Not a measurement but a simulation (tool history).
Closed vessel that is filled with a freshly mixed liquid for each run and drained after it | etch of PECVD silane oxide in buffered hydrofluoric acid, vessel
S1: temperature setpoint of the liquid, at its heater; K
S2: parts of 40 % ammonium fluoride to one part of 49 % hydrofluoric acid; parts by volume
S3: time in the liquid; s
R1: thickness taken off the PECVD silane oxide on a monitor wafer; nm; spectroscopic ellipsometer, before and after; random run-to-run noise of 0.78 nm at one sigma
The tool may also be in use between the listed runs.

run  hour      S1    S2  S3      R1
  1   0.0  294.15  20.0  85  166.07
  2   7.6  294.15  24.0  85  146.94
  3  10.7  293.15  24.5  85  135.96
  4  12.3  293.15  24.5  85  138.22
  5  17.0  292.65  25.0  85  130.46
  6  25.1  292.15  25.0  85  126.51

Run 7 comes next. What will it give?
  7  29.0  291.65  25.0  85   ?

R1: 125.05 nm
